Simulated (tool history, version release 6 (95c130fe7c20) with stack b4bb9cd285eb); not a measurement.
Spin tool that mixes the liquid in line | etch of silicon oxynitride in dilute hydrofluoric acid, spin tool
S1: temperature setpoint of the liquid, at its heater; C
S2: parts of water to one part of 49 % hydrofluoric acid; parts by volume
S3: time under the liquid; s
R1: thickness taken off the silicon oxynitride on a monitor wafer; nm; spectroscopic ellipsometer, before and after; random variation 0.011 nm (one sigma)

run  hour  S1   S2  S3      R1
  1   0.0  25  140  85  1.2367
  2   6.0  25  140  85  1.2590
  3   7.5  25  105  85  1.6719
  4   9.6  25  105  85  1.7413
  5  10.1  25   75  85  2.4657
  6  15.4  28   75  85  2.9055
     23.1  -- thermometer replaced
  7  23.1  25  100  85  1.7295

The next listed run, before its measurement:
  8  27.2  23  110  85   ?

Run 8 gave R1 1.4227 nm.

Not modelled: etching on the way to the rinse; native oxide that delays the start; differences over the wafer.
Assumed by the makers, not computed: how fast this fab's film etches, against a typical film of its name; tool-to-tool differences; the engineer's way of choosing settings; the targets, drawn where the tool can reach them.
